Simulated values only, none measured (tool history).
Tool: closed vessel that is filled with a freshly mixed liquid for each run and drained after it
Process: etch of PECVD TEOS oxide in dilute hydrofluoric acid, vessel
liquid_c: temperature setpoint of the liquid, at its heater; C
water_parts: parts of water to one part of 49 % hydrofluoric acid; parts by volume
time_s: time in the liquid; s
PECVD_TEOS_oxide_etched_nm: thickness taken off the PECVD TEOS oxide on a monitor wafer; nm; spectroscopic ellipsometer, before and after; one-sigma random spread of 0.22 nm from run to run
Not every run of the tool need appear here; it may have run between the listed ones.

run  hour  liquid_c  water_parts  time_s  PECVD_TEOS_oxide_etched_nm
  1   0.0      25.0           55      30                     11.6750
  2   8.8      26.5           50      30                     13.7120
  3  13.1      26.5           65      30                     10.2800
  4  14.8      25.0           65      30                      9.6614
  5  17.5      26.5           60      30                     11.2590
  6  21.3      27.5           55      30                     12.8190
  7  22.1      28.5           50      30                     14.8740

Predict the results of run 8:
  8  28.4      29.0           45      30                           ?

Run 8 yielded PECVD_TEOS_oxide_etched_nm 16.9110 nm.
